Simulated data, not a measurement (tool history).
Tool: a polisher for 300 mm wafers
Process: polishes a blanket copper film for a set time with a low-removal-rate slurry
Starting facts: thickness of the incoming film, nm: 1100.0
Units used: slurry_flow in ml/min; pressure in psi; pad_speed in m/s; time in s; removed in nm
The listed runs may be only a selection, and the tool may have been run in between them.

run 1 day=0.000 | slurry_flow=160 pressure=3.1 pad_speed=1.14 slurry_solids=1.0 time=103 | removed=387.82
run 2 day=0.221 | slurry_flow=130 pressure=3.1 pad_speed=1.14 slurry_solids=1.0 time=103 | removed=381.21
run 3 day=0.471 | slurry_flow=130 pressure=3.7 pad_speed=1.14 slurry_solids=1.0 time=103 | removed=443.05
run 4 day=0.833 | slurry_flow=145 pressure=3.9 pad_speed=1.14 slurry_solids=1.0 time=103 | removed=469.97
run 5 day=1.017 | slurry_flow=145 pressure=3.9 pad_speed=1.14 slurry_solids=1.0 time=109 | removed=501.76
run 6 day=1.108 | slurry_flow=145 pressure=3.9 pad_speed=1.14 slurry_solids=1.0 time=103 | removed=476.54

The next listed run, before its measurement:
run 7 day=1.375 | slurry_flow=145 pressure=3.9 pad_speed=1.14 slurry_solids=1.0 time=103 | removed=?

Run 7 gave removed 476.59 nm.

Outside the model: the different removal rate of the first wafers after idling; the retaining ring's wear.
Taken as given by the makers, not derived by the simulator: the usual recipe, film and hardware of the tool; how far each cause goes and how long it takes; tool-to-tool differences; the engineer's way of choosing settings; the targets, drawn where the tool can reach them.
